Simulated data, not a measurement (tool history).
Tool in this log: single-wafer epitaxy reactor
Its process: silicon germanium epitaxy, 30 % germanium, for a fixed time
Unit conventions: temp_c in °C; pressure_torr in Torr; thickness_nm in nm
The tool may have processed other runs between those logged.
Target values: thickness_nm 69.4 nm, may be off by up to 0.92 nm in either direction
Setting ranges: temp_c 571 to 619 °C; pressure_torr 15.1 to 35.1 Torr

| run | day | temp_c | pressure_torr | thickness_nm |
|---|---|---|---|---|
| 1 | 0 | 595 | 25.1 | 62.8 |
| 2 | 0.104 | 601 | 25.1 | 71.071 |
| 3 | 0.171 | 606 | 25.1 | 79.21 |
| 4 | 0.488 | 606 | 27.4 | 80.569 |
| 5 | 0.8 | 604 | 27.4 | 77.895 |
| 6 | 1.012 | 604 | 24.3 | 75.142 |
| 7 | 1.329 | 603 | 24.3 | 73.398 |
| 8 | 1.425 | 602 | 24.3 | 71.976 |
| 9 | 1.696 | 601 | 24.3 | 70.533 |

Exercise: of the 4 proposed moves below, exactly one satisfies all targets within the stated allowed misses. Which move is it?
| A | 1.967 | 600 | 24.6 | ? |
| B | 1.967 | 600 | 27.8 | ? |
| C | 1.967 | 603 | 22.5 | ? |
| D | 1.967 | 601 | 21.2 | ? |

| move | thickness_nm |
|---|---|
| A | 69.442 |
| B | 72.044 |
| C | 71.925 |
| D | 67.882 |
A: all results in spec
B: lands further from the targets than the last run did
C: lands further from the targets than the last run did
D: moves the result that the last run missed by most past its target, out the other side
Answer: A

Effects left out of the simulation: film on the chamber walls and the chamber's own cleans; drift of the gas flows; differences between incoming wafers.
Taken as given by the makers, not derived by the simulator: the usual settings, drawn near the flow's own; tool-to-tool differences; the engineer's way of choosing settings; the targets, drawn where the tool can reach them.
